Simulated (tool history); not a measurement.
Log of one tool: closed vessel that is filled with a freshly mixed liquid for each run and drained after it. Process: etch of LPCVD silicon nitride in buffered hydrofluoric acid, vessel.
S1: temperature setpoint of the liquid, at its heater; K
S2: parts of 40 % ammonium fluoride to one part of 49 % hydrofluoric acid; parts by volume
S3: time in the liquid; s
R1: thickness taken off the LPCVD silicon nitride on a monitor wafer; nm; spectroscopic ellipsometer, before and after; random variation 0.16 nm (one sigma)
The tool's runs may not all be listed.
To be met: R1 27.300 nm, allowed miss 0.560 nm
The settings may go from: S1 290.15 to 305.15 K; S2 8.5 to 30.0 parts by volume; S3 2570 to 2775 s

run	hour	S1	S2	S3	R1
1	0.0	297.15	23.0	2570	18.673
2	4.1	295.65	23.0	2570	17.246
3	8.7	292.65	23.0	2570	14.339
4	13.6	292.65	17.5	2570	18.194
5	21.2	294.15	17.5	2570	19.553
6	25.0	293.15	17.5	2570	18.680
7	27.6	294.65	17.5	2570	20.331
8	29.4	295.65	17.5	2570	21.425
9	32.0	296.65	17.5	2570	22.626
# hour 34.9: thermometer replaced
10	34.9	297.65	17.5	2570	22.350
11	36.3	298.65	17.5	2570	23.680
12	38.9	299.65	17.5	2570	25.192
13	44.0	299.65	17.5	2570	25.420
14	49.6	300.15	17.5	2570	25.632
15	52.2	301.65	17.5	2570	27.954

4 next moves are on the table. One of them brings every result within its allowed miss. Which?
A	54.8	301.65	17.0	2620	?
B	54.8	305.15	21.0	2660	?
C	54.8	301.65	17.0	2605	?
D	54.8	302.65	19.0	2605	?

move	R1
A	29.520
B	29.712
C	29.351
D	27.744
A: further off than the last run
B: further off than the last run
C: further off than the last run
D: meets every target
Move D is the one to make.
